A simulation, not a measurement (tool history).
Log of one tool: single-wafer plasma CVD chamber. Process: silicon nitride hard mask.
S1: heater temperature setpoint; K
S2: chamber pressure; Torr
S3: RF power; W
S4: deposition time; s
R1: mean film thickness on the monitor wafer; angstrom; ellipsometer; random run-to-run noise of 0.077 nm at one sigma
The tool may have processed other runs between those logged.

run	hour	S1	S2	S3	S4	R1
1	0	658.15	1.69	365	15	198.74
2	7.6	658.15	1.63	360	15	192.78
3	10.6	658.15	1.63	340	15	186.26
4	13.6	658.15	1.63	305	15	170.04
5	22.5	658.15	1.8	305	15	175.72
6	26	658.15	1.76	305	15	174.91
7	28.6	658.15	1.73	305	15	173.31
8	32.7	658.15	1.7	305	15	173.13
9	35	658.15	1.67	305	15	171.35
10	37.7	658.15	1.41	300	15	157.74
11	39.2	658.15	1.41	300	15	156.89
# hour 44.4: thermocouple changed; heater temperature recalibrated
12	44.4	658.15	1.42	300	15	157
13	47.3	658.15	1.43	300	15	157.49
14	55.9	658.15	1.44	300	15	159
15	61.2	658.15	1.45	300	15	159.59
16	62.7	658.15	1.46	300	15	158.3
17	64.2	658.15	1.63	305	15	169.54

Run 18 comes next. What will it give?
18	65.9	658.15	1.62	305	15	?

{"run 18": {"R1": 169.76}}
